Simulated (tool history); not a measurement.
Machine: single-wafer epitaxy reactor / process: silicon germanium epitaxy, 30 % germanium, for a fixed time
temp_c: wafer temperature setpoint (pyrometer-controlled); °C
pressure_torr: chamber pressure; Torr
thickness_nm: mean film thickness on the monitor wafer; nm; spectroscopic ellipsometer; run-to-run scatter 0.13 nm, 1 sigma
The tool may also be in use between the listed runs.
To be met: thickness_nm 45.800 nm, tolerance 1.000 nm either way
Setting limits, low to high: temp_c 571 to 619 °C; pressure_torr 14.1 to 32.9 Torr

run 1 day=0.000 | temp_c=595 pressure_torr=23.5 | thickness_nm=63.186
run 2 day=0.196 | temp_c=589 pressure_torr=23.5 | thickness_nm=57.436
run 3 day=0.462 | temp_c=585 pressure_torr=23.4 | thickness_nm=53.535
run 4 day=0.517 | temp_c=585 pressure_torr=20.8 | thickness_nm=50.723
run 5 day=0.667 | temp_c=594 pressure_torr=20.8 | thickness_nm=58.667
run 6 day=0.962 | temp_c=601 pressure_torr=20.8 | thickness_nm=65.817
run 7 day=1.275 | temp_c=601 pressure_torr=20.8 | thickness_nm=66.067
run 8 day=1.408 | temp_c=595 pressure_torr=20.6 | thickness_nm=59.417
run 9 day=1.554 | temp_c=591 pressure_torr=20.5 | thickness_nm=55.571
run 10 day=1.800 | temp_c=588 pressure_torr=20.4 | thickness_nm=52.476
run 11 day=2.046 | temp_c=586 pressure_torr=20.3 | thickness_nm=51.320
run 12 day=2.133 | temp_c=584 pressure_torr=20.2 | thickness_nm=49.275
run 13 day=2.262 | temp_c=583 pressure_torr=20.2 | thickness_nm=48.397
run 14 day=2.454 | temp_c=582 pressure_torr=20.2 | thickness_nm=47.668
run 15 day=2.683 | temp_c=581 pressure_torr=20.2 | thickness_nm=46.907

Next run, 4 choices. One meets every target within its allowed miss, the rest don't. Which?
run A day=2.912 | temp_c=584 pressure_torr=21.1 | thickness_nm=?
run B day=2.912 | temp_c=583 pressure_torr=21.2 | thickness_nm=?
run C day=2.912 | temp_c=584 pressure_torr=17.6 | thickness_nm=?
run D day=2.912 | temp_c=587 pressure_torr=18.4 | thickness_nm=?

move=A thickness_nm=50.151
move=B thickness_nm=49.431
move=C thickness_nm=46.051
move=D thickness_nm=49.434
A: further off than the last run
B: further off than the last run
C: in spec on every target
D: further off than the last run
Answer: C

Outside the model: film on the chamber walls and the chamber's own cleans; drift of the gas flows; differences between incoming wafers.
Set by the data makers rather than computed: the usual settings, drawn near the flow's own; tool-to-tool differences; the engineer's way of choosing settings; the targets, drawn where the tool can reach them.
